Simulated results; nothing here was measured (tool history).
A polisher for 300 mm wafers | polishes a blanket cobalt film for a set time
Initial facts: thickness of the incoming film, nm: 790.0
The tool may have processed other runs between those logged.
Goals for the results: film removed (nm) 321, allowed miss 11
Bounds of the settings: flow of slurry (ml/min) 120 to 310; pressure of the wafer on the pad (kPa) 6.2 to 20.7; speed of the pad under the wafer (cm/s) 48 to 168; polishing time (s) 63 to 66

run	hour	flow of slurry (ml/min)	pressure of the wafer on the pad (kPa)	speed of the pad under the wafer (cm/s)	polishing time (s)	film removed (nm)
1	0	200	13.1	108	63	392.75
2	4.8	200	12.4	108	63	377.17
3	12.5	200	15.2	108	63	452.76
4	14.3	200	16.5	108	63	500.4
5	14.9	200	15.2	108	63	457.4
6	20.8	200	15.2	136	63	555.51
7	24.1	200	13.1	136	63	487.38
8	27.8	200	11.7	136	63	433.19
9	32	200	10.3	136	63	381.59
10	37.5	200	9.7	136	63	358.47
11	39.4	200	9	136	63	334.51
12	44.3	195	8.3	136	63	312.46

Which single option among these 4 for the next run brings every result within its allowed miss of target? Just one does.
A	49.2	275	9	122	64	?
B	49.2	190	6.9	154	66	?
C	49.2	245	9.7	100	66	?
D	49.2	195	8.3	132	63	?

move	film removed (nm)
A	327.45
B	307.77
C	302.54
D	306.31
A: meets every target
B: the biggest miss grows against the last run
C: the biggest miss grows against the last run
D: the biggest miss grows against the last run
The move that meets every target is A.

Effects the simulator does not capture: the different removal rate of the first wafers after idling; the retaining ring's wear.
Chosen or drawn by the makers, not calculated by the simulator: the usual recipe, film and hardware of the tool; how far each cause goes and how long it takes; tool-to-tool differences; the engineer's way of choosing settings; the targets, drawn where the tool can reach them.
